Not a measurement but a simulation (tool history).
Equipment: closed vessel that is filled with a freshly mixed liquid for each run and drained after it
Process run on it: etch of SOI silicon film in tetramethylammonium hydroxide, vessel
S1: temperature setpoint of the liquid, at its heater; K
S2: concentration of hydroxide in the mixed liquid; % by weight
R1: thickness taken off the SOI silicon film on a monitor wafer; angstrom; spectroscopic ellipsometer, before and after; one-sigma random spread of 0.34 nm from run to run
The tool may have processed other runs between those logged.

Run 1, hour 0: S1 336.15 K, S2 9.5 % by weight, time in the liquid (s) 30. Result: R1 1393.2 angstrom.
Run 2, hour 8.8: S1 335.15 K, S2 9.5 % by weight, time in the liquid (s) 30. Result: R1 1308.2 angstrom.
Run 3, hour 11.8: S1 334.15 K, S2 9.5 % by weight, time in the liquid (s) 30. Result: R1 1225.6 angstrom.
Run 4, hour 20.1: S1 333.65 K, S2 9.5 % by weight, time in the liquid (s) 30. Result: R1 1191.1 angstrom.
Run 5, hour 29: S1 333.65 K, S2 9.5 % by weight, time in the liquid (s) 30. Result: R1 1193.6 angstrom.
Run 6, hour 36.3: S1 333.65 K, S2 8.5 % by weight, time in the liquid (s) 30. Result: R1 1241.1 angstrom.
Run 7, hour 40.3: S1 333.15 K, S2 8.5 % by weight, time in the liquid (s) 30. Result: R1 1203.3 angstrom.

What does the tool deliver on the next run?
Run 8, hour 48.4: S1 332.65 K, S2 8.5 % by weight, time in the liquid (s) 30. Result: R1 ?.

Run 8 measured R1 1161.1 angstrom.
